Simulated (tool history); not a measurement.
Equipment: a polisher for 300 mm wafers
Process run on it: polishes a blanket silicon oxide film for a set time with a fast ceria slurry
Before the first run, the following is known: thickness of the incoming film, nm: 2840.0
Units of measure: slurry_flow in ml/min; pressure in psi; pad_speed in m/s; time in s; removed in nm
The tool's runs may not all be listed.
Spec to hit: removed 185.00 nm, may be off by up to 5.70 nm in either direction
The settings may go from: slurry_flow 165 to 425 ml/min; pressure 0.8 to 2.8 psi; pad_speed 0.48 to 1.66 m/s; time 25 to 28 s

run	hour	slurry_flow	pressure	pad_speed	time	removed
1	0.0	275	1.8	1.06	28	258.09
2	3.1	275	1.6	1.06	28	229.58
3	10.3	275	1.5	1.06	28	212.05
4	13.1	275	1.8	1.06	28	254.11
5	15.4	275	1.7	1.06	28	240.61
6	21.0	275	1.7	1.30	28	294.86
7	27.7	275	1.6	1.30	28	274.97
8	36.6	275	1.5	1.30	28	262.24
9	44.5	275	1.4	1.30	28	247.18
10	46.1	275	1.3	1.30	28	230.12

Next run, 4 choices. One meets every target within its allowed miss, the rest don't. Which?
A	47.7	230	1.2	1.18	25	?
B	47.7	165	1.7	0.86	26	?
C	47.7	290	1.5	0.96	25	?
D	47.7	400	1.1	1.24	27	?

move	removed
A	167.16
B	171.95
C	173.35
D	182.72
A: takes the result that was furthest off past its target
B: takes the result that was furthest off past its target
C: takes the result that was furthest off past its target
D: meets every target
The right move is D.
